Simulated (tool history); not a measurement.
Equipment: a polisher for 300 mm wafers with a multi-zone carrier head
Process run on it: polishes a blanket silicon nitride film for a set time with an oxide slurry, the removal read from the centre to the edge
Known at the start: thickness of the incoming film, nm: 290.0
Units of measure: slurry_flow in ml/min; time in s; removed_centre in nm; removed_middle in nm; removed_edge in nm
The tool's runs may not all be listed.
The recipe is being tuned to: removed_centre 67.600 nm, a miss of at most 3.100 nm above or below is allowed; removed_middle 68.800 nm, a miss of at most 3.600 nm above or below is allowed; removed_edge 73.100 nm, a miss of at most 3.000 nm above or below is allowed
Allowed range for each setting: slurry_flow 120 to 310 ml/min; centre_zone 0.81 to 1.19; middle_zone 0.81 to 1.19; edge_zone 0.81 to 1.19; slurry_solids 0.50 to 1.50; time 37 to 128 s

run	day	slurry_flow	centre_zone	middle_zone	edge_zone	slurry_solids	time	removed_centre	removed_middle	removed_edge
1	0.000	200	1.00	1.00	1.00	1.00	82	52.299	51.569	52.861
2	0.133	200	1.00	1.00	1.04	1.00	82	53.319	52.317	53.682
3	0.283	200	1.00	1.00	1.04	0.90	82	49.915	51.342	51.845
4	0.621	200	1.00	1.00	1.04	1.00	82	53.764	52.298	54.024
5	0.946	200	1.00	1.00	0.97	1.00	82	52.573	52.594	51.762
6	1.104	200	1.00	1.00	0.92	1.00	82	51.621	51.716	51.312
7	1.200	195	0.91	0.92	0.96	1.25	93	57.614	58.248	61.719
8	1.562	220	0.97	1.01	1.06	1.45	94	65.931	68.325	68.335

Exactly one of the 5 candidate moves below puts every result within its allowed miss. Which one?
A	1.925	235	1.05	1.18	0.95	1.50	84	?	?	?
B	1.925	185	0.88	0.87	1.17	1.45	96	?	?	?
C	1.925	185	1.01	1.02	1.17	1.20	102	?	?	?
D	1.925	255	1.04	1.08	1.11	1.35	89	?	?	?
E	1.925	185	0.95	0.92	1.08	1.45	90	?	?	?

move	removed_centre	removed_middle	removed_edge
A	65.483	70.589	59.242
B	59.884	61.993	72.992
C	69.487	70.120	73.518
D	67.412	68.570	66.354
E	60.664	60.464	65.648
A: moves away from the targets compared with the last run
B: corrects the largest miss of the last run, while another result sits out of spec
C: every result within its allowed miss
D: moves away from the targets compared with the last run
E: moves away from the targets compared with the last run
So the answer is move C, the one that meets all the targets.
